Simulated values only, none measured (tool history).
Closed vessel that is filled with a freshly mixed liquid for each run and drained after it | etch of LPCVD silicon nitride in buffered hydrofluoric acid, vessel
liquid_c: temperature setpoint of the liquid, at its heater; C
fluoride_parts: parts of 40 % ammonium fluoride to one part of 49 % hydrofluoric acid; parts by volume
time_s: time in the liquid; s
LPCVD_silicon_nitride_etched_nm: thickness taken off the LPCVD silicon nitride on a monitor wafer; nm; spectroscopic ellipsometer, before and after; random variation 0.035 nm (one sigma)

run,hour,liquid_c,fluoride_parts,time_s,LPCVD_silicon_nitride_etched_nm
1,0,25,14,745,7.2453
2,4.7,25,12,745,8.3253
3,6,22.5,12,745,7.3391
4,15.3,21,12,745,6.7641
5,23.2,20,12,745,6.331
6,30.9,19.5,12,745,6.2194

Run 7 comes next. What will it give?
7,33.6,19,12,745,?

{"run 7": {"LPCVD_silicon_nitride_etched_nm": 6.0568}}
